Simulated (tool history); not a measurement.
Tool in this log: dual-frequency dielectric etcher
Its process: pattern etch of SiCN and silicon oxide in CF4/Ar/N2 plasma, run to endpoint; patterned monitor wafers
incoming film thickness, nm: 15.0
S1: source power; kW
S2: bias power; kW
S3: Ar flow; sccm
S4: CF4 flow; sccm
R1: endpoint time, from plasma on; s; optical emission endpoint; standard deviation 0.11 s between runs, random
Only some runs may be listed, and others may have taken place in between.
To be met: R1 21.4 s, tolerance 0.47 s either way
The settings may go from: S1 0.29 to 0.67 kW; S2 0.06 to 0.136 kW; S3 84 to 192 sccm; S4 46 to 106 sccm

{"run": 1, "hour": 0.0, "S1": 0.48, "S2": 0.098, "S3": 138, "S4": 76, "R1": 16.576}
{"run": 2, "hour": 9.0, "S1": 0.48, "S2": 0.098, "S3": 151, "S4": 76, "R1": 16.929}
{"run": 3, "hour": 13.0, "S1": 0.52, "S2": 0.098, "S3": 151, "S4": 76, "R1": 15.956}
{"run": 4, "hour": 15.2, "S1": 0.52, "S2": 0.098, "S3": 151, "S4": 86, "R1": 15.669}
{"run": 5, "hour": 21.0, "S1": 0.57, "S2": 0.098, "S3": 151, "S4": 86, "R1": 14.727}
{"run": 6, "hour": 23.1, "S1": 0.57, "S2": 0.098, "S3": 175, "S4": 86, "R1": 15.09}
{"run": 7, "hour": 28.2, "S1": 0.53, "S2": 0.097, "S3": 175, "S4": 86, "R1": 15.668}
{"run": 8, "hour": 35.8, "S1": 0.49, "S2": 0.095, "S3": 176, "S4": 86, "R1": 16.622}
{"run": 9, "hour": 39.0, "S1": 0.39, "S2": 0.09, "S3": 178, "S4": 85, "R1": 19.826}
{"run": 10, "hour": 41.9, "S1": 0.38, "S2": 0.09, "S3": 178, "S4": 85, "R1": 19.985}
{"run": 11, "hour": 46.0, "S1": 0.37, "S2": 0.09, "S3": 178, "S4": 85, "R1": 20.383}
{"run": 12, "hour": 48.5, "S1": 0.36, "S2": 0.09, "S3": 178, "S4": 85, "R1": 20.853}

Of the 4 settings listed for the next run, only one would bring every result within its allowed miss of target. Which one?
{"run": "A", "hour": 51.0, "S1": 0.31, "S2": 0.088, "S3": 179, "S4": 83, "R1": "?"}
{"run": "B", "hour": 51.0, "S1": 0.32, "S2": 0.098, "S3": 152, "S4": 81, "R1": "?"}
{"run": "C", "hour": 51.0, "S1": 0.33, "S2": 0.08, "S3": 151, "S4": 79, "R1": "?"}
{"run": "D", "hour": 51.0, "S1": 0.37, "S2": 0.094, "S3": 174, "S4": 89, "R1": "?"}

move=A R1=22.994
move=B R1=21.59
move=C R1=22.432
move=D R1=20
A: the result that was furthest off in the last run now lies on the other side of its target
B: in spec on every target
C: the result that was furthest off in the last run now lies on the other side of its target
D: misses by more than the last run did
Move B is the one to make.

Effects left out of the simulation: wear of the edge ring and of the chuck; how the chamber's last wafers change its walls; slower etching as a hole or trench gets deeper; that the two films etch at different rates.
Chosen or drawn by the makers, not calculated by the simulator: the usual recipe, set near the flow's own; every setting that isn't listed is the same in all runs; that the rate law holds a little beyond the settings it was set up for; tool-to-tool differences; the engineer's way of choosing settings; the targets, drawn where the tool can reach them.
